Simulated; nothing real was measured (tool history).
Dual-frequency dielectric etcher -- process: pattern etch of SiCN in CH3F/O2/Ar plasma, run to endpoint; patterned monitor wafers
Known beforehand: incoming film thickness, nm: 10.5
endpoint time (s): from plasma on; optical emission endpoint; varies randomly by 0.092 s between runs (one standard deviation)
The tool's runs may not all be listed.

run    day  source power (W)  bias power (W)  endpoint time (s)
  1  0.000               480              81             24.751
  2  0.079               480              93             23.420
  3  0.338               480              83             24.436
  4  0.421               480              76             25.281
  5  0.721               460              76             25.679
  6  1.075               460              87             24.461
  7  1.354               430              87             24.993
  8  1.725               400              87             25.761
  9  2.079               400              87             25.666
 10  2.246               380              87             26.237

Run 11 has not been measured yet. What should we expect?
 11  2.575               380              87                  ?

endpoint time (s): 26.236

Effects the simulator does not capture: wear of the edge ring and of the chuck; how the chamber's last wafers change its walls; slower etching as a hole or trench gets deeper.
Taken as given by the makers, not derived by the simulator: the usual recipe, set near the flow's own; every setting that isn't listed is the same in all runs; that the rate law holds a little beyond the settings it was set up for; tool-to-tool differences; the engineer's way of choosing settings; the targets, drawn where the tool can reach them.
